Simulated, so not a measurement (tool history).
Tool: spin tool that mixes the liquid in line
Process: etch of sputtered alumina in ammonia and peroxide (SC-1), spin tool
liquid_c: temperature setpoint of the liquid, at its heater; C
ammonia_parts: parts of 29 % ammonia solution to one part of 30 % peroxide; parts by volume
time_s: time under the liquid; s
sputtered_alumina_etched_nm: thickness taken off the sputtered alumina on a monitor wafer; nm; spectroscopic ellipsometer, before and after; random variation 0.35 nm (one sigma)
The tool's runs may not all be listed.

run    day  liquid_c  ammonia_parts  time_s  sputtered_alumina_etched_nm
  1  0.000      54.0           0.55     305                       23.187
  2  0.296      54.0           0.70     305                       24.071
  3  0.617      57.0           0.70     305                       27.662
  4  0.788      57.0           0.70     305                       28.191
  5  1.075      57.0           0.70     325                       29.885
  6  1.246      57.0           0.70     305                       27.605
  7  1.279      59.5           0.70     305                       31.987
  8  1.421      61.0           0.70     305                       34.231

The next listed run, before its measurement:
  9  1.617      62.0           0.70     305                            ?

Run 9 gave sputtered_alumina_etched_nm 35.771 nm.
